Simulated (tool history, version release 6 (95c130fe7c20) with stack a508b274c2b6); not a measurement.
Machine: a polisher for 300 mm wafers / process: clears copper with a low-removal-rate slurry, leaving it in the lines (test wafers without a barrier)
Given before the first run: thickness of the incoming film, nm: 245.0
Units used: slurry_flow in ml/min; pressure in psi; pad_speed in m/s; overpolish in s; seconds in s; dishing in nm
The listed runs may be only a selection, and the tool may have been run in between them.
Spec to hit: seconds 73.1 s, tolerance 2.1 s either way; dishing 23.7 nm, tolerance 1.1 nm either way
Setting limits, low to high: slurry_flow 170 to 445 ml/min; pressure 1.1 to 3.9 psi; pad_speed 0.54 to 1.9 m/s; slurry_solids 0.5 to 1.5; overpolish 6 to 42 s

| run | hour | slurry_flow | pressure | pad_speed | slurry_solids | overpolish | seconds | dishing |
|---|---|---|---|---|---|---|---|---|
| 1 | 0 | 285 | 2.5 | 1.22 | 1 | 21 | 96.44 | 35.365 |
| 2 | 4.5 | 290 | 2.6 | 1.24 | 1 | 17 | 91.282 | 30.895 |
| 3 | 12.1 | 295 | 2.7 | 1.24 | 1 | 14 | 86.165 | 27.787 |
| 4 | 17.2 | 295 | 2.7 | 1.24 | 1 | 8 | 86.501 | 17.089 |
| 5 | 25.7 | 295 | 2.7 | 1.24 | 1 | 6 | 89.194 | 13.021 |
| 6 | 33.7 | 300 | 2.8 | 1.24 | 1 | 7 | 84.578 | 15.588 |
| 7 | 41.9 | 300 | 2.9 | 1.24 | 1 | 8 | 81.815 | 18.019 |
| 8 | 48.3 | 305 | 3 | 1.24 | 1 | 8 | 78.795 | 18.366 |
| 9 | 51.1 | 300 | 3.2 | 1.24 | 1 | 14 | 74.49 | 31.22 |
| 10 | 56.5 | 330 | 3.1 | 1.3 | 1 | 9 | 73.117 | 22.17 |
| 11 | 64.9 | 335 | 3.1 | 1.3 | 1 | 9 | 73.385 | 21.809 |
| 12 | 65.8 | 335 | 3.1 | 1.3 | 1 | 12 | 73.684 | 28.047 |
| 13 | 74.7 | 320 | 3.1 | 1.3 | 1 | 12 | 72.867 | 28.003 |
| 14 | 80.2 | 320 | 3.1 | 1.3 | 1 | 11 | 73.103 | 26.614 |

Which one of the following 4 next-run settings gets every result inside its allowed miss? There is exactly one.
| A | 85.7 | 340 | 3 | 1.34 | 0.85 | 15 | ? | ? |
| B | 85.7 | 380 | 2.7 | 1.58 | 0.8 | 14 | ? | ? |
| C | 85.7 | 350 | 3 | 1.34 | 1 | 10 | ? | ? |
| D | 85.7 | 375 | 2.8 | 1.46 | 1.05 | 12 | ? | ? |

| move | seconds | dishing |
|---|---|---|
| A | 75.976 | 32.086 |
| B | 73.929 | 30.819 |
| C | 73.096 | 23.588 |
| D | 71.734 | 27.89 |
A: lands further from the targets than the last run did
B: lands further from the targets than the last run did
C: every result lands within tolerance
D: lands further from the targets than the last run did
C meets every target.
